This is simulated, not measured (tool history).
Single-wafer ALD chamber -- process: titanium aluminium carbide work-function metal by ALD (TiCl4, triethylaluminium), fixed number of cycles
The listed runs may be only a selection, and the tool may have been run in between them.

run,day,heater temperature setpoint (°C),triethylaluminium pulse time (s),mean film thickness on the monitor wafer (angstrom)
1,0.000,290,9.55,17.855
2,0.138,285,9.02,17.567
3,0.212,285,11.09,17.973
4,0.512,285,9.87,17.720
5,0.662,292,9.87,18.161
6,0.783,287,8.87,17.506

For run 7, what comes out?
7,0.929,283,8.21,?

Run 7 yielded mean film thickness on the monitor wafer (angstrom) 16.970.
